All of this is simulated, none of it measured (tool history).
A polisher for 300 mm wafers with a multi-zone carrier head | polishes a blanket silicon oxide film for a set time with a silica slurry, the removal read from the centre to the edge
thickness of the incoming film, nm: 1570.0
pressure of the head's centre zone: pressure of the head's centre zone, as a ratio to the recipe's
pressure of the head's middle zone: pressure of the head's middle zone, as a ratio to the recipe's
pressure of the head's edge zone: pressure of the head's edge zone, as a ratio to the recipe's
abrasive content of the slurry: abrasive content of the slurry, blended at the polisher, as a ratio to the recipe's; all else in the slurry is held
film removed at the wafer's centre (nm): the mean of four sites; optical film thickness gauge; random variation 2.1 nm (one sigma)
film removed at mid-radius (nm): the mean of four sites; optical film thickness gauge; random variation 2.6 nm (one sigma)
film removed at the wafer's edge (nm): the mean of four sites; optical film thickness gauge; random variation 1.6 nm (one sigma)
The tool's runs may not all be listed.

run	hour	flow of slurry (ml/min)	pressure of the head's centre zone	pressure of the head's middle zone	pressure of the head's edge zone	abrasive content of the slurry	polishing time (s)	film removed at the wafer's centre (nm)	film removed at mid-radius (nm)	film removed at the wafer's edge (nm)
1	0	280	1	1	1	1	73	311.39	314.48	317.6
2	4.6	280	1	1	1	1.1	73	322.43	331.77	329.82
3	10.2	270	0.95	0.96	0.97	0.9	71	265.39	275.94	286.54
4	17.8	270	0.95	0.96	0.92	0.9	71	270.78	279.73	279.84
5	23.2	260	0.91	0.92	0.9	0.75	71	233.27	239.37	244.79
6	28	245	0.88	0.89	0.9	0.7	71	210.58	222.53	231.13
7	36.8	245	0.88	0.89	0.9	0.7	71	207.36	220.59	228.86
8	38.9	230	0.88	0.86	0.91	0.7	71	207.69	211.51	231.24
9	40.9	220	0.86	0.85	0.9	0.7	71	202.85	213.09	232.42
10	46.9	220	0.85	0.84	0.9	0.7	71	198.73	208.42	230.1
11	50.3	215	0.85	0.83	0.9	0.7	71	202.1	202.57	229.56
12	52.6	215	0.84	0.83	0.89	0.7	71	196.42	204.29	230.89

Forecast run 13:
13	58.8	215	0.84	0.82	0.88	0.7	71	?	?	?

{"run 13": {"film removed at the wafer's centre (nm)": 196.68, "film removed at mid-radius (nm)": 204.52, "film removed at the wafer's edge (nm)": 226.31}}
